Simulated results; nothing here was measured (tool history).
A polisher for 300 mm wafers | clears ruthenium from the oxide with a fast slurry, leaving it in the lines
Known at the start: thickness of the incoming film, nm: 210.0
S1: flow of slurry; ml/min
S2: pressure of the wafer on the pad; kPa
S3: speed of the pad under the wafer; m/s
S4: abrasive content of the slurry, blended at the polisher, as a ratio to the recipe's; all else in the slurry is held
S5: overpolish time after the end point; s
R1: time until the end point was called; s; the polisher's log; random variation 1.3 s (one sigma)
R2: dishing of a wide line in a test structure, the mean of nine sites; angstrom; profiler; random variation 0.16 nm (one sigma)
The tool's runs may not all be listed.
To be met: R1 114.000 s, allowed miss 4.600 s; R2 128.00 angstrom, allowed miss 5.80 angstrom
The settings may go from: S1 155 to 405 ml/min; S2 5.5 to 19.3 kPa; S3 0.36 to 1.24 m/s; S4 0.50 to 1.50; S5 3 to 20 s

run 1 hour=0.0 | S1=260 S2=12.4 S3=0.80 S4=1.00 S5=10 | R1=105.260 R2=171.71
run 2 hour=4.3 | S1=260 S2=12.4 S3=0.80 S4=1.00 S5=9 | R1=108.400 R2=151.80
run 3 hour=10.7 | S1=260 S2=12.4 S3=0.80 S4=1.00 S5=8 | R1=104.080 R2=140.97
run 4 hour=14.2 | S1=260 S2=12.4 S3=1.00 S4=1.00 S5=8 | R1=84.905 R2=169.91
run 5 hour=21.9 | S1=260 S2=12.4 S3=1.00 S4=1.15 S5=8 | R1=79.944 R2=176.40
run 6 hour=29.9 | S1=260 S2=11.7 S3=1.00 S4=1.15 S5=8 | R1=86.534 R2=171.21
run 7 hour=38.1 | S1=260 S2=11.0 S3=1.00 S4=1.15 S5=8 | R1=88.727 R2=159.94
run 8 hour=40.3 | S1=260 S2=10.3 S3=1.00 S4=1.15 S5=8 | R1=96.853 R2=153.95
run 9 hour=40.8 | S1=260 S2=9.7 S3=1.00 S4=1.15 S5=8 | R1=98.678 R2=143.03
run 10 hour=45.2 | S1=250 S2=7.6 S3=0.98 S4=1.15 S5=9 | R1=122.780 R2=129.60
run 11 hour=52.8 | S1=255 S2=7.6 S3=0.98 S4=1.15 S5=9 | R1=124.840 R2=133.23

Which of these 4 next moves meets every target?
run A hour=60.4 | S1=235 S2=7.6 S3=1.02 S4=1.30 S5=8 | R1=? R2=?
run B hour=60.4 | S1=175 S2=10.3 S3=0.84 S4=1.30 S5=7 | R1=? R2=?
run C hour=60.4 | S1=295 S2=9.0 S3=0.90 S4=1.25 S5=7 | R1=? R2=?
run D hour=60.4 | S1=260 S2=9.7 S3=0.78 S4=1.15 S5=9 | R1=? R2=?

move=A R1=116.350 R2=130.12
move=B R1=112.990 R2=117.60
move=C R1=114.410 R2=116.17
move=D R1=128.490 R2=132.48
A: meets every target
B: brings the result that was furthest off to its target, and leaves another outside
C: brings the result that was furthest off to its target, and leaves another outside
D: further off than the last run
Move A is the one to make.
